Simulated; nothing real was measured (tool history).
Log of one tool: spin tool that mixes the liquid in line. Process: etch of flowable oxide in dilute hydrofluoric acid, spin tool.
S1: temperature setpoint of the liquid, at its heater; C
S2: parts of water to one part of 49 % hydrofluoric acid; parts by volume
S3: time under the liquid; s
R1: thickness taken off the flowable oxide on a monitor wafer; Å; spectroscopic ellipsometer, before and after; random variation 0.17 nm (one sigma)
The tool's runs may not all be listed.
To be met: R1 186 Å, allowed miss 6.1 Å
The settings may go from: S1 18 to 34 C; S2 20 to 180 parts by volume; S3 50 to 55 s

| run | hour | S1 | S2 | S3 | R1 |
|---|---|---|---|---|---|
| 1 | 0 | 26 | 100 | 50 | 273.56 |
| 2 | 3.6 | 26 | 85 | 50 | 332.68 |
| 3 | 4.6 | 24 | 95 | 50 | 269.5 |
| 4 | 8.2 | 24 | 60 | 50 | 451.86 |
| 5 | 14.5 | 22.5 | 75 | 50 | 330.47 |
| 6 | 20.5 | 22.5 | 50 | 50 | 516.23 |
| 7 | 26.1 | 21 | 65 | 50 | 360.79 |
| 8 | 26.8 | 20 | 75 | 50 | 294.39 |
| 9 | 32.9 | 19.5 | 80 | 50 | 270.85 |
| 10 | 36.7 | 19.5 | 80 | 50 | 276.79 |
| 11 | 38.7 | 19 | 85 | 50 | 252.46 |
| 12 | 40.9 | 18.5 | 90 | 50 | 232.14 |
| 13 | 47.7 | 18.5 | 95 | 50 | 215.6 |
| 14 | 53.5 | 18.5 | 100 | 50 | 205.26 |
| 15 | 62.3 | 18.5 | 100 | 50 | 204.53 |
| 16 | 67.7 | 18.5 | 100 | 50 | 207.17 |

Which of these 5 next moves meets every target?
| A | 73.1 | 18.5 | 110 | 50 | ? |
| B | 73.1 | 19.5 | 95 | 50 | ? |
| C | 73.1 | 18 | 90 | 55 | ? |
| D | 73.1 | 20 | 100 | 55 | ? |
| E | 73.1 | 19 | 105 | 50 | ? |

| move | R1 |
|---|---|
| A | 182.92 |
| B | 224.38 |
| C | 246.06 |
| D | 238.03 |
| E | 196.68 |
A: meets every target
B: further off than the last run
C: further off than the last run
D: further off than the last run
E: nearer than the last run, and not there yet
Answer: A

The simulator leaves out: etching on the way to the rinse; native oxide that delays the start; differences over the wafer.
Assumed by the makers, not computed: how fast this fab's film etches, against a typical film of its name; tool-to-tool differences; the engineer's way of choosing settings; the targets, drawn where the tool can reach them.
